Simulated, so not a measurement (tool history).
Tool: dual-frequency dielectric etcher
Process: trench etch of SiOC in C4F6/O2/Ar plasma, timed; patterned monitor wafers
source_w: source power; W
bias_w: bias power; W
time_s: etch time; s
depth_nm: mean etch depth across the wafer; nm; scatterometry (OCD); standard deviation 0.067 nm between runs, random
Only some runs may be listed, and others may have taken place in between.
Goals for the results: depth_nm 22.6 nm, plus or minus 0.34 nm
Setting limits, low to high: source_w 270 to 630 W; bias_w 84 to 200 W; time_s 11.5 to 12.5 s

run	hour	source_w	bias_w	time_s	depth_nm
1	0	450	142	12.5	25.166
2	7.6	370	142	12.5	23.62
3	12.7	370	142	11.5	21.605
4	16.1	450	142	11.5	23.034
# hour 23.3: wet clean of the chamber
5	23.3	440	141	11.5	21.848
6	28.7	450	141	11.5	22.024
7	34.8	450	142	11.5	22.148
8	42.3	450	142	11.5	22.082

Exercise: of the 4 proposed moves below, exactly one satisfies all targets within the stated allowed misses. Which move is it?
A	49.8	430	142	12	?
B	49.8	450	153	12	?
C	49.8	410	145	12.5	?
D	49.8	490	122	12.5	?

move	depth_nm
A	22.725
B	23.689
C	23.489
D	23.41
A: meets every target
B: moves the result that the last run missed by most past its target, out the other side
C: moves the result that the last run missed by most past its target, out the other side
D: moves the result that the last run missed by most past its target, out the other side
The right move is A.
